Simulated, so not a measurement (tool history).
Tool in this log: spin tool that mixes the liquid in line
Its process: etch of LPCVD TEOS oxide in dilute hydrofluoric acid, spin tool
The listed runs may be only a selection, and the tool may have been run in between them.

| run | hour | temperature setpoint of the liquid (C) | parts of water to one part of 49 % hydrofluoric acid (parts by volume) | time under the liquid (s) | thickness taken off the LPCVD TEOS oxide on a monitor wafer (Å) |
|---|---|---|---|---|---|
| 1 | 0 | 25 | 155 | 40 | 81.783 |
| 2 | 8.6 | 27 | 150 | 40 | 93.485 |
| 3 | 14.8 | 24 | 150 | 40 | 82.229 |
| 4 | 21.6 | 24 | 130 | 40 | 96.391 |
| 5 | 23.2 | 25.5 | 130 | 40 | 104.9 |
| 6 | 31.9 | 26.5 | 130 | 40 | 105.5 |

Run 7, settings as shown, results not yet in. Your forecast:
| 7 | 40.5 | 30.5 | 120 | 40 | ? |

{"run 7": {"thickness taken off the LPCVD TEOS oxide on a monitor wafer (Å)": 135.02}}
